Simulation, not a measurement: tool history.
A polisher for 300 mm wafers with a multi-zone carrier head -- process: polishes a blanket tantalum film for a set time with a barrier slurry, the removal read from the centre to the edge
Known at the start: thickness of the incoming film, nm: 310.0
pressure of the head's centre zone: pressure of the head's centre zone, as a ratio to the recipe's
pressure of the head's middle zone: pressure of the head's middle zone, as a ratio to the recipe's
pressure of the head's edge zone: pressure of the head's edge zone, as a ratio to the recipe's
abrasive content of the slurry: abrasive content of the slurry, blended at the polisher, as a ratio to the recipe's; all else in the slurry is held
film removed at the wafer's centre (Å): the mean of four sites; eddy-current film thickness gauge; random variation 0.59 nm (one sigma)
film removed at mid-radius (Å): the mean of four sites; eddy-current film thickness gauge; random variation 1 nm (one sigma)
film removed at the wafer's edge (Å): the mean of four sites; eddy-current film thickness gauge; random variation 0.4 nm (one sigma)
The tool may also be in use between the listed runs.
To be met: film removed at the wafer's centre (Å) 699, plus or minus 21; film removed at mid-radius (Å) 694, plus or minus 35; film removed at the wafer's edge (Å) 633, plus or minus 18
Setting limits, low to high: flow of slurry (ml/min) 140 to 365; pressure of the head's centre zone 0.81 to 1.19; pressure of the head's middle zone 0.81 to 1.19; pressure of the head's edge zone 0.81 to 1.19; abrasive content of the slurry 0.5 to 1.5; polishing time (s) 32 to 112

run	day	flow of slurry (ml/min)	pressure of the head's centre zone	pressure of the head's middle zone	pressure of the head's edge zone	abrasive content of the slurry	polishing time (s)	film removed at the wafer's centre (Å)	film removed at mid-radius (Å)	film removed at the wafer's edge (Å)
1	0	235	1	1	1	1	72	699.5	709.68	716.95
2	0.242	235	1	1	1	1.1	72	723.72	719.74	733.18
3	0.442	235	1	1	0.93	1.1	72	728.6	740.04	713.82
4	0.717	230	1.01	1	0.91	1.05	72	718.35	705.03	693.36
5	1.067	230	1.01	1	0.91	1.05	83	818.33	815.2	791.34
6	1.392	230	1.01	1	0.98	1.05	83	819.13	826.84	827.82
7	1.667	230	1.02	1.01	0.96	0.95	82	799.86	817.18	792.52
8	1.875	225	1.06	0.96	0.86	0.7	76	708.72	637.92	628.98
9	2.058	225	1.06	0.97	0.86	0.7	76	704.26	635.73	622.48
10	2.117	225	1.06	0.98	0.86	0.7	76	699.46	665.4	627.29

Next run, 4 choices. One meets every target within its allowed miss, the rest don't. Which?
A	2.175	160	1.07	1.03	0.84	0.8	77	?	?	?
B	2.175	205	1.04	1.02	0.86	0.85	77	?	?	?
C	2.175	255	1.07	0.95	0.88	0.7	74	?	?	?
D	2.175	235	1.06	0.91	0.92	0.75	74	?	?	?

move	film removed at the wafer's centre (Å)	film removed at mid-radius (Å)	film removed at the wafer's edge (Å)
A	702.3	677.89	632.46
B	730.15	715.52	672.33
C	700.31	626.18	627.25
D	701.79	612.01	650.53
A: meets every target
B: the worst result of the last run now meets its target, but another is out of spec
C: misses by more than the last run did
D: misses by more than the last run did
Answer: A
